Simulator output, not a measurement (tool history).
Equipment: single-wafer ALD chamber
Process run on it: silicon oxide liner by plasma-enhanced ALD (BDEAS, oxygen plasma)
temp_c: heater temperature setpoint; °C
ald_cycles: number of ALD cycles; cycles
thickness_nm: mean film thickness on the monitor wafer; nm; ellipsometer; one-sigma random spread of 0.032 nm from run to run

run,hour,temp_c,ald_cycles,thickness_nm
1,0.0,320,61,5.6722
2,3.3,316,61,5.7421
3,3.8,314,64,5.9861
4,8.2,307,64,6.0838
5,10.5,307,66,6.2271
6,17.9,307,62,5.8710
7,24.3,307,65,6.1081

Expected results for the next run?
8,33.3,307,68,?

thickness_nm: 6.4289 nm
